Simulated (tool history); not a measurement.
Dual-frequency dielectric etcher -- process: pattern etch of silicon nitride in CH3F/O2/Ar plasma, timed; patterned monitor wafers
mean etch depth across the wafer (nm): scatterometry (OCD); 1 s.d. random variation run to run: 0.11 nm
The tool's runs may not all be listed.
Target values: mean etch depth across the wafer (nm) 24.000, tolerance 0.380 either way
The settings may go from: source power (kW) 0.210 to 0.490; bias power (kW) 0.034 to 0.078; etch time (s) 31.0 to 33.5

run  hour  source power (kW)  bias power (kW)  etch time (s)  mean etch depth across the wafer (nm)
  1   0.0              0.350            0.056           33.5                                 20.845
  2   5.4              0.370            0.056           33.5                                 21.747
  3  14.3              0.380            0.056           33.5                                 21.850
  4  23.2              0.390            0.056           33.5                                 22.179
  5  32.0              0.390            0.060           33.5                                 22.745
  6  36.6              0.390            0.060           33.5                                 22.835
  7  39.6              0.410            0.060           33.5                                 23.241
  8  46.2              0.420            0.060           33.5                                 23.536

4 candidate next runs follow, results not yet known. Just one meets every target within its allowed miss. Identify it.
  A  52.8              0.490            0.048           32.5                                      ?
  B  52.8              0.480            0.063           31.5                                      ?
  C  52.8              0.440            0.058           32.0                                      ?
  D  52.8              0.470            0.056           32.0                                      ?

move  mean etch depth across the wafer (nm)
   A                                 22.896
   B                                 23.986
   C                                 22.745
   D                                 23.208
A: lands further from the targets than the last run did
B: all results in spec
C: lands further from the targets than the last run did
D: lands further from the targets than the last run did
Go with B: it meets all targets.

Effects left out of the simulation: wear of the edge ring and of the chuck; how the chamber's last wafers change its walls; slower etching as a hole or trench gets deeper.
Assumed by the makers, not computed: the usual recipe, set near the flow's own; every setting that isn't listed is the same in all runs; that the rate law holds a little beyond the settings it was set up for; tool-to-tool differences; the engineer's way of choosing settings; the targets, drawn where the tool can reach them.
